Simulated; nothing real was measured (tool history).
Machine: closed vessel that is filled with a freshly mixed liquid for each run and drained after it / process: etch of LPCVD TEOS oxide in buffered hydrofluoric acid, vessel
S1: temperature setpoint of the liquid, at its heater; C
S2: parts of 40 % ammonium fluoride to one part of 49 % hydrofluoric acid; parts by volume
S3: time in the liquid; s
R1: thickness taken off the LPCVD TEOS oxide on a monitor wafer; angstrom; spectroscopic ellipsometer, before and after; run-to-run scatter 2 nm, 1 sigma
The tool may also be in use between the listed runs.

Run 1, day 0.000: S1 24.0 C, S2 23.0 parts by volume, S3 105 s. Result: R1 1352.6 angstrom.
Run 2, day 0.150: S1 22.5 C, S2 23.0 parts by volume, S3 105 s. Result: R1 1245.1 angstrom.
Run 3, day 0.462: S1 24.5 C, S2 22.5 parts by volume, S3 105 s. Result: R1 1406.8 angstrom.
Run 4, day 0.704: S1 26.0 C, S2 22.0 parts by volume, S3 105 s. Result: R1 1561.4 angstrom.
Run 5, day 0.900: S1 26.0 C, S2 22.0 parts by volume, S3 105 s. Result: R1 1557.6 angstrom.
Run 6, day 0.971: S1 26.0 C, S2 22.0 parts by volume, S3 110 s. Result: R1 1616.7 angstrom.

Run 7, settings as shown, results not yet in. Your forecast:
Run 7, day 1.221: S1 27.0 C, S2 22.0 parts by volume, S3 110 s. Result: R1 ?.

{"run 7": {"R1": 1736.3}}
